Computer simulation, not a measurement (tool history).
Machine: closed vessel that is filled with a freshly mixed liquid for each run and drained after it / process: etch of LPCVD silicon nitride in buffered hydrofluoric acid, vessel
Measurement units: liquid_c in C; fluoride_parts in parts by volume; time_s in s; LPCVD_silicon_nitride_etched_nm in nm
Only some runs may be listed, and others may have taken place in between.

run	day	liquid_c	fluoride_parts	time_s	LPCVD_silicon_nitride_etched_nm
1	0.000	24.0	22.5	520	3.5823
2	0.225	25.5	22.5	520	3.8375
3	0.292	25.5	22.5	520	3.8763
4	0.529	25.5	22.5	405	3.0330
5	0.692	25.5	18.5	405	3.5774
6	0.871	27.5	18.5	405	3.9274
7	1.062	28.5	18.5	405	4.1696
8	1.262	29.0	18.5	405	4.2715

Predict the results of run 9:
9	1.583	29.5	18.5	405	?

LPCVD_silicon_nitride_etched_nm: 4.4163 nm
